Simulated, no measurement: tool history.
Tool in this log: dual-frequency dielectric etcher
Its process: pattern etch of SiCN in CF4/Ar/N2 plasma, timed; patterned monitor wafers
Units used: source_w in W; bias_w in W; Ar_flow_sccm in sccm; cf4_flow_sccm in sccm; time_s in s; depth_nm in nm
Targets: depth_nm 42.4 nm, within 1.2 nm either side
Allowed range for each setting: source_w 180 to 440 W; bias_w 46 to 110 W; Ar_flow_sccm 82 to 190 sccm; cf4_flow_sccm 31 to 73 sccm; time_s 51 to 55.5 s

| run | hour | source_w | bias_w | Ar_flow_sccm | cf4_flow_sccm | time_s | depth_nm |
|---|---|---|---|---|---|---|---|
| 1 | 0 | 310 | 78 | 136 | 52 | 55.5 | 33.359 |
| 2 | 8.3 | 320 | 79 | 136 | 52 | 55.5 | 34.422 |
| 3 | 11.5 | 330 | 79 | 136 | 52 | 55.5 | 35.266 |
| 4 | 14.7 | 300 | 79 | 136 | 52 | 55.5 | 32.484 |
| 5 | 21.3 | 300 | 79 | 136 | 52 | 55.5 | 32.419 |
| 6 | 27.2 | 320 | 80 | 136 | 52 | 55.5 | 34.562 |
| 7 | 33.9 | 330 | 80 | 136 | 52 | 55.5 | 35.496 |
| 8 | 39.7 | 340 | 80 | 136 | 52 | 55.5 | 36.603 |
| 9 | 42.4 | 350 | 80 | 136 | 52 | 55.5 | 37.6 |
| 10 | 50.2 | 360 | 80 | 136 | 52 | 55.5 | 38.63 |
| 11 | 57.4 | 370 | 80 | 136 | 52 | 55.5 | 39.358 |
| 12 | 60.5 | 370 | 80 | 136 | 52 | 55.5 | 39.506 |
| 13 | 68 | 380 | 81 | 136 | 52 | 55.5 | 40.605 |

Pick the move, out of 4, that brings all results within their allowed miss; only one does.
| A | 75.5 | 410 | 85 | 136 | 55 | 53 | ? |
| B | 75.5 | 440 | 83 | 147 | 49 | 54.5 | ? |
| C | 75.5 | 420 | 88 | 131 | 51 | 55.5 | ? |
| D | 75.5 | 420 | 69 | 190 | 45 | 53.5 | ? |

| move | depth_nm |
|---|---|
| A | 42.68 |
| B | 45.058 |
| C | 45.774 |
| D | 38.035 |
A: each result inside its tolerance
B: takes the biggest miss from the last run beyond its target
C: takes the biggest miss from the last run beyond its target
D: its largest miss is bigger than the last run's
A meets every target.

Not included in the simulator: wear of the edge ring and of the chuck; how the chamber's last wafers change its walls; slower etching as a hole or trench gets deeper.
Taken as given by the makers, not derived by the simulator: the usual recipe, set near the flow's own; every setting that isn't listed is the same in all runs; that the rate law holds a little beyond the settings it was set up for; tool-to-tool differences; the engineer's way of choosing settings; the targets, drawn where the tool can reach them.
